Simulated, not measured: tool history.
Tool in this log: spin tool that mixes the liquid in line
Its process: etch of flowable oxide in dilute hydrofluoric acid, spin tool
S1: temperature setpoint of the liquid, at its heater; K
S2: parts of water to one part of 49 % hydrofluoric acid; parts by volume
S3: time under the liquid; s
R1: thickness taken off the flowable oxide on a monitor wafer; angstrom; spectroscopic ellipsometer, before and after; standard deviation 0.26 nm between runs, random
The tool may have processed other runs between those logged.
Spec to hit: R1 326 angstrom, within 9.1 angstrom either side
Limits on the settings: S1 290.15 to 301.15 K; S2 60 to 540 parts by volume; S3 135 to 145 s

run	hour	S1	S2	S3	R1
1	0	293.15	300	135	72.27
2	4.8	293.15	345	135	58.877
3	10.3	295.65	260	140	98.487
4	14.7	295.65	260	145	100.13
5	21.8	295.65	325	145	75.519
6	28.6	295.65	245	145	109.46
7	32.3	299.65	125	145	289.38
8	37.2	299.65	125	145	289.3
9	40.1	300.15	125	145	292.82
# hour 43.6: hydrofluoric acid flow meter replaced
10	43.6	300.65	120	145	348.21
11	52.3	300.15	120	145	345.33
12	55	299.65	120	145	335.61

Which single option among these 4 for the next run brings every result within its allowed miss of target? Just one does.
A	57.7	299.15	115	145	?
B	57.7	298.65	110	140	?
C	57.7	300.65	125	140	?
D	57.7	298.15	110	145	?

move	R1
A	347.21
B	345.93
C	322.4
D	351.39
A: moves away from the targets compared with the last run
B: moves away from the targets compared with the last run
C: all results in spec
D: moves away from the targets compared with the last run
Go with C: it meets all targets.

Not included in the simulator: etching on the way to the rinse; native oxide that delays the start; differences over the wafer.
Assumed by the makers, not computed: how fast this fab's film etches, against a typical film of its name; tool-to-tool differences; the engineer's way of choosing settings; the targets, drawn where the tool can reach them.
